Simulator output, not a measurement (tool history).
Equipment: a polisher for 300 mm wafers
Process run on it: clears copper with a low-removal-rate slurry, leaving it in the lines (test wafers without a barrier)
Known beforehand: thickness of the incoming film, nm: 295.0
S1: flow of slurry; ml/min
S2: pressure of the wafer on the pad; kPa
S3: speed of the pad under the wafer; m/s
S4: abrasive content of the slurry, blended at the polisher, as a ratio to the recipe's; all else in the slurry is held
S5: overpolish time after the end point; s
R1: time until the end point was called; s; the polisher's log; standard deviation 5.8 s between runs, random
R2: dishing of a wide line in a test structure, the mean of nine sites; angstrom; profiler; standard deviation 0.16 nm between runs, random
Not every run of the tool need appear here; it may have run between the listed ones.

run	hour	S1	S2	S3	S4	S5	R1	R2
1	0.0	260	13.8	1.12	1.0	19	124.40	191.600
2	6.7	255	11.7	0.94	1.0	15	177.12	137.510
3	12.2	255	10.3	0.84	1.0	13	217.52	103.460
4	20.5	255	9.0	0.78	1.0	14	263.77	94.418
5	23.2	255	9.0	0.78	1.0	21	264.67	130.590
6	31.6	255	8.3	0.74	1.0	18	306.15	108.740
7	39.9	255	7.6	0.74	1.0	16	326.78	92.179
8	46.0	255	6.2	0.72	1.0	11	410.10	52.776
9	54.3	255	6.2	0.72	1.0	11	414.43	54.351
10	55.7	255	8.3	0.72	1.0	20	312.34	113.260

What will run 11 give?
11	61.2	255	7.6	0.74	1.0	18	?	?

R1: 338.14 s
R2: 93.394 angstrom
